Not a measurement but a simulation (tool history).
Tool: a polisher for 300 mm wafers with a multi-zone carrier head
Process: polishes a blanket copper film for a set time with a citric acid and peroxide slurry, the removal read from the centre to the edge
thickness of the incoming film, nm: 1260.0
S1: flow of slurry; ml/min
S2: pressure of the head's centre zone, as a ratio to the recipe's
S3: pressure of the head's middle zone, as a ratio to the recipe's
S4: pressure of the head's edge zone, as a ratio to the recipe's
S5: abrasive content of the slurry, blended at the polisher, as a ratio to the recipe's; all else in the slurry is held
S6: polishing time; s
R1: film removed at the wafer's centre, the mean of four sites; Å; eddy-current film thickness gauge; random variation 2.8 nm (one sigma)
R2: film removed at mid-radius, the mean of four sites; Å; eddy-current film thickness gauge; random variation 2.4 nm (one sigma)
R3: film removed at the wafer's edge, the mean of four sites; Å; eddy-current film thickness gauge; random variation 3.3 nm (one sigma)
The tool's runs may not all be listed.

run	hour	S1	S2	S3	S4	S5	S6	R1	R2	R3
1	0.0	185	1.00	1.00	1.00	1.00	69	2705.6	2775.5	2724.9
2	8.3	185	1.00	1.00	1.00	1.00	78	3024.1	3061.7	3034.1
3	16.2	195	1.02	1.00	1.04	1.10	78	3217.1	3201.6	3159.2
4	18.9	200	1.02	0.98	1.07	1.20	79	3380.9	3278.4	3395.9
5	23.2	200	1.02	0.98	1.01	1.20	79	3333.3	3289.9	3288.4
6	29.0	215	1.03	0.97	1.05	1.25	79	3448.4	3317.8	3396.5
7	30.7	220	1.04	0.97	1.08	1.30	79	3505.0	3349.1	3546.5
8	35.8	230	1.06	0.98	1.10	1.30	79	3582.5	3386.8	3563.2
9	42.3	235	1.07	0.98	1.12	1.35	79	3728.3	3444.7	3603.4
10	48.6	240	1.07	0.98	1.14	1.40	79	3727.0	3517.3	3693.5

Run 11 comes next. What will it give?
11	51.9	245	1.08	0.98	1.15	1.40	79	?	?	?

Run 11 gave R1 3745.9 Å, R2 3521.0 Å, R3 3755.6 Å.
